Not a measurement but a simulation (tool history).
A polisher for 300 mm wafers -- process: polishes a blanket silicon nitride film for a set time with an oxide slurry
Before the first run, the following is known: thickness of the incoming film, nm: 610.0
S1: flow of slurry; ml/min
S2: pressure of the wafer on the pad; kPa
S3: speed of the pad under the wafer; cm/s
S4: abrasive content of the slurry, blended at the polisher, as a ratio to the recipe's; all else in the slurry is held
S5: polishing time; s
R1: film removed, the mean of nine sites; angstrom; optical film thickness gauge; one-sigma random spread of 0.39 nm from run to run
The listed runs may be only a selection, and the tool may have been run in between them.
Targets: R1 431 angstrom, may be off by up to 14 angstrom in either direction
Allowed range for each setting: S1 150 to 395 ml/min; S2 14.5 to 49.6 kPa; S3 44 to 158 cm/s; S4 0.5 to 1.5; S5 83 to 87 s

run	hour	S1	S2	S3	S4	S5	R1
1	0	250	31.7	100	1	83	757.62
2	4	250	31.7	100	1.2	83	796.01
3	12.9	275	31.7	100	1.2	83	807.88
4	13.7	275	37.9	100	1.2	83	978.55
5	21.2	275	30.3	96	1.2	83	755.67
6	21.9	270	25.5	92	1.2	83	638.32
7	29.1	270	25.5	92	1.2	83	626.36
8	32.9	265	22.1	90	1.2	83	539.7
9	35.5	255	20	90	1.2	83	484.07
10	38	235	20	90	1.2	83	482.35
11	46.4	215	19.3	90	1.2	83	464.92
12	50.7	200	16.5	90	1.2	83	391.58
13	58.6	215	16.5	90	1.2	83	394.1
14	62.7	230	16.5	90	1.2	83	403.61
15	68.7	240	16.5	90	1.2	83	403.23

Which one of the following 5 next-run settings gets every result inside its allowed miss? There is exactly one.
A	74.7	260	17.9	72	1.25	86	?
B	74.7	260	17.9	84	1.3	83	?
C	74.7	370	18.6	62	1.15	83	?
D	74.7	300	15.2	88	1.45	83	?
E	74.7	255	15.9	86	1.25	85	?

move	R1
A	398.61
B	432.44
C	366.12
D	405.74
E	393.06
A: the biggest miss grows against the last run
B: all results in spec
C: the biggest miss grows against the last run
D: gains on the last run, yet a result remains outside its allowed miss
E: the biggest miss grows against the last run
B meets every target.
